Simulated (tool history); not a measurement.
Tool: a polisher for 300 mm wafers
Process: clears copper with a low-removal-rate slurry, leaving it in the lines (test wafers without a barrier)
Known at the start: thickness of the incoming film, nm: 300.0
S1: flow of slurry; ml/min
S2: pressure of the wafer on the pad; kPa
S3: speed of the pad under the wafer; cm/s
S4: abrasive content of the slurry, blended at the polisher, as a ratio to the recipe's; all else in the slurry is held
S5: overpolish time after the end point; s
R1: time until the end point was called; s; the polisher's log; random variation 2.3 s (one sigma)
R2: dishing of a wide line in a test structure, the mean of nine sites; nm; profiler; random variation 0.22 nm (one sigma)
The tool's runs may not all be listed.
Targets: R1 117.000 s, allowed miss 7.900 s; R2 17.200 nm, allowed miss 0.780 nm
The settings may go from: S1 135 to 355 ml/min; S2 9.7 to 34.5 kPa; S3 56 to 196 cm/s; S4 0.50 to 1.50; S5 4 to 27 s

Run 1, day 0.000: S1 225 ml/min, S2 22.1 kPa, S3 126 cm/s, S4 1.00, S5 14 s. Result: R1 66.216 s, R2 37.292 nm.
Run 2, day 0.088: S1 225 ml/min, S2 19.3 kPa, S3 120 cm/s, S4 1.00, S5 12 s. Result: R1 82.361 s, R2 27.316 nm.
Run 3, day 0.125: S1 225 ml/min, S2 19.3 kPa, S3 120 cm/s, S4 0.85, S5 12 s. Result: R1 83.349 s, R2 26.746 nm.
Run 4, day 0.296: S1 225 ml/min, S2 19.3 kPa, S3 120 cm/s, S4 0.70, S5 12 s. Result: R1 87.758 s, R2 26.261 nm.
Run 5, day 0.600: S1 200 ml/min, S2 19.3 kPa, S3 120 cm/s, S4 0.70, S5 12 s. Result: R1 92.074 s, R2 26.184 nm.
Run 6, day 0.679: S1 200 ml/min, S2 19.3 kPa, S3 120 cm/s, S4 0.70, S5 16 s. Result: R1 93.583 s, R2 32.963 nm.
Run 7, day 1.054: S1 230 ml/min, S2 16.5 kPa, S3 118 cm/s, S4 0.75, S5 14 s. Result: R1 99.347 s, R2 26.296 nm.
Run 8, day 1.088: S1 245 ml/min, S2 14.5 kPa, S3 118 cm/s, S4 0.75, S5 13 s. Result: R1 116.010 s, R2 21.700 nm.
Run 9, day 1.346: S1 255 ml/min, S2 13.8 kPa, S3 118 cm/s, S4 0.75, S5 12 s. Result: R1 124.560 s, R2 19.740 nm.
Run 10, day 1.633: S1 255 ml/min, S2 13.8 kPa, S3 118 cm/s, S4 0.80, S5 11 s. Result: R1 120.030 s, R2 18.359 nm.
Run 11, day 1.804: S1 260 ml/min, S2 13.8 kPa, S3 118 cm/s, S4 0.80, S5 11 s. Result: R1 119.820 s, R2 18.380 nm.
Run 12, day 2.062: S1 265 ml/min, S2 13.8 kPa, S3 118 cm/s, S4 0.80, S5 11 s. Result: R1 120.440 s, R2 18.182 nm.
Run 13, day 2.121: S1 270 ml/min, S2 13.8 kPa, S3 118 cm/s, S4 0.80, S5 11 s. Result: R1 117.630 s, R2 18.594 nm.
Run 14, day 2.254: S1 270 ml/min, S2 13.8 kPa, S3 118 cm/s, S4 0.80, S5 11 s. Result: R1 121.850 s, R2 18.125 nm.

5 next moves are on the table. One of them brings every result within its allowed miss. Which?
Run A, day 2.388: S1 245 ml/min, S2 9.7 kPa, S3 148 cm/s, S4 0.90, S5 13 s. Result: R1 ?, R2 ?.
Run B, day 2.388: S1 220 ml/min, S2 13.8 kPa, S3 120 cm/s, S4 1.15, S5 11 s. Result: R1 ?, R2 ?.
Run C, day 2.388: S1 235 ml/min, S2 13.8 kPa, S3 118 cm/s, S4 0.95, S5 10 s. Result: R1 ?, R2 ?.
Run D, day 2.388: S1 230 ml/min, S2 13.1 kPa, S3 112 cm/s, S4 0.75, S5 13 s. Result: R1 ?, R2 ?.
Run E, day 2.388: S1 310 ml/min, S2 13.1 kPa, S3 118 cm/s, S4 0.85, S5 9 s. Result: R1 ?, R2 ?.

move       R1      R2
   A  129.560  19.414
   B  108.810  19.774
   C  114.490  17.321
   D  133.580  19.079
   E  119.660  15.079
A: further off than the last run
B: further off than the last run
C: meets every target
D: further off than the last run
E: takes the result that was furthest off past its target
Move C is the one to make.

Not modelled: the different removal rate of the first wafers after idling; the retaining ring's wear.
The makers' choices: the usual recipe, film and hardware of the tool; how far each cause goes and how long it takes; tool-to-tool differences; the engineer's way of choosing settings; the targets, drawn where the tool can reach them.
